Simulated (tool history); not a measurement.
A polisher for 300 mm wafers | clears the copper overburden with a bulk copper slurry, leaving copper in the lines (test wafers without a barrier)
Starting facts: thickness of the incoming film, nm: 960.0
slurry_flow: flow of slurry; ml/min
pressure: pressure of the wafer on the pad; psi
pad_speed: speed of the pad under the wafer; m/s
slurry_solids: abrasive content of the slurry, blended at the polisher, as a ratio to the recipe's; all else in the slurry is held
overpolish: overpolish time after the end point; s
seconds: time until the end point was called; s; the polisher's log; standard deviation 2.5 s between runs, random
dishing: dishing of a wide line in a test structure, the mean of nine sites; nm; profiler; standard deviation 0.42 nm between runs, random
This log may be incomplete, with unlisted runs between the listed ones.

run,hour,slurry_flow,pressure,pad_speed,slurry_solids,overpolish,seconds,dishing
1,0.0,275,2.8,1.24,1.00,21,115.27,103.680
2,2.3,275,2.4,1.12,1.00,17,141.22,74.434
3,4.5,285,2.1,0.98,1.05,14,175.28,55.657
4,6.0,320,1.9,0.88,1.15,12,203.53,43.385
5,14.0,355,1.9,0.88,1.15,12,206.43,42.135
6,22.3,375,1.7,0.84,1.25,10,225.45,34.435
7,24.0,390,1.6,0.80,1.30,9,238.53,29.452
8,28.1,400,1.5,0.78,1.35,8,255.83,24.742

Estimate the outcome of run 9 from the log above:
9,34.6,405,1.4,0.78,1.40,7,?,?

seconds: 269.48 s
dishing: 21.458 nm
